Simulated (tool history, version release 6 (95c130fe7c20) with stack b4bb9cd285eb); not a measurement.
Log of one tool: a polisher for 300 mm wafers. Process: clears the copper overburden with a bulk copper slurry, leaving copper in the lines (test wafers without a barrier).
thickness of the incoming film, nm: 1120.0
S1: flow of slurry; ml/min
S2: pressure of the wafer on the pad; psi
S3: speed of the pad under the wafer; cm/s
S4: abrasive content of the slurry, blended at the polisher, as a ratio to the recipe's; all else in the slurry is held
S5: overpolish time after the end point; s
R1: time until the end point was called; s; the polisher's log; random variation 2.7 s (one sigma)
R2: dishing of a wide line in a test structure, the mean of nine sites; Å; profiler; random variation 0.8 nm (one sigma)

run  hour   S1   S2   S3   S4  S5      R1      R2
  1   0.0  190  1.7  138  1.0  19  170.35  532.07
  2   8.9  190  2.1  138  1.0  19  147.75  605.56
  3  12.5  190  1.8  138  1.0  19  170.94  548.68
  4  21.3  190  1.7  138  1.0  19  177.31  534.64
  5  27.5  190  1.7  114  1.0  19  202.69  494.72
  6  32.0  225  1.7  114  1.0  19  200.37  493.44

Run 7 comes next. What will it give?
  7  38.2  225  1.9  114  1.0  22   ?   ?

Run 7 gave R1 182.29 s, R2 580.58 Å.

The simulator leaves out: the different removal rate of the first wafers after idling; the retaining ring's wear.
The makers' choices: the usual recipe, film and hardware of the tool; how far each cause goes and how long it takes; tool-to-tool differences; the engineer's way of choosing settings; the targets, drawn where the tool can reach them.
